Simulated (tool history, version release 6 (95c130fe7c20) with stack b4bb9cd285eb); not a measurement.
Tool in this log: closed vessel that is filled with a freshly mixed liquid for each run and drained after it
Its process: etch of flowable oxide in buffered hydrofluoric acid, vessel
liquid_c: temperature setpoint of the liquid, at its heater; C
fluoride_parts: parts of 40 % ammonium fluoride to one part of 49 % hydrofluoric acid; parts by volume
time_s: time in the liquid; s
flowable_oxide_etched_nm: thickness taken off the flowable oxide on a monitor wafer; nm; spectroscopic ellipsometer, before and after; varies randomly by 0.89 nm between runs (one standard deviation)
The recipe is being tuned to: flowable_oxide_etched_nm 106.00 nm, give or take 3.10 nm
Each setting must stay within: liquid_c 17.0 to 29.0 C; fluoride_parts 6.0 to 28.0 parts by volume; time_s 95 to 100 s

| run | day | liquid_c | fluoride_parts | time_s | flowable_oxide_etched_nm |
|---|---|---|---|---|---|
| 1 | 0.000 | 21.0 | 17.0 | 95 | 138.75 |
| 2 | 0.125 | 20.0 | 17.5 | 95 | 127.12 |
| 3 | 0.367 | 20.0 | 17.5 | 95 | 129.58 |
| 4 | 0.471 | 20.0 | 17.5 | 95 | 128.43 |
| 5 | 0.788 | 19.0 | 17.5 | 95 | 121.17 |
| 6 | 0.896 | 19.0 | 17.5 | 100 | 126.67 |
| 7 | 0.992 | 18.5 | 17.5 | 100 | 124.47 |
| 8 | 1.217 | 18.0 | 18.0 | 100 | 117.16 |
| 9 | 1.588 | 17.5 | 18.0 | 100 | 111.59 |
| 10 | 1.612 | 17.0 | 18.0 | 100 | 111.32 |

Exactly one of the 5 candidate moves below puts every result within its allowed miss. Which one?
| A | 1.638 | 17.0 | 16.5 | 100 | ? |
| B | 1.638 | 17.0 | 16.5 | 95 | ? |
| C | 1.638 | 17.0 | 18.5 | 100 | ? |
| D | 1.638 | 21.0 | 21.0 | 95 | ? |
| E | 1.638 | 17.5 | 17.5 | 100 | ? |

| move | flowable_oxide_etched_nm |
|---|---|
| A | 120.97 |
| B | 114.92 |
| C | 108.05 |
| D | 115.20 |
| E | 117.45 |
A: further off than the last run
B: further off than the last run
C: in spec on every target
D: further off than the last run
E: further off than the last run
Correct choice: C, which meets every target
